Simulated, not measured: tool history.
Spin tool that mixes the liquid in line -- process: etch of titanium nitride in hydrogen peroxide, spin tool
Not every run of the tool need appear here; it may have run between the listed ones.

run  hour  temperature setpoint of the liquid (°C)  concentration of hydrogen peroxide in the mixed liquid (% by weight)  time under the liquid (s)  thickness taken off the titanium nitride on a monitor wafer (Å)
  1     0                                       53                                                                    18                        310                                                           141.31
  2     3                                       53                                                                    15                        310                                                           135.78
  3   4.3                                       53                                                                    15                        330                                                            146.3
  4   5.3                                     49.5                                                                    15                        330                                                            113.1
  5  12.8                                     47.5                                                                    15                        330                                                            98.39
  6  14.8                                     47.5                                                                    12                        330                                                            92.63

Forecast run 7:
  7  20.4                                     46.5                                                                    12                        330                                                                ?

Run 7 measured thickness taken off the titanium nitride on a monitor wafer (Å) 86.127.
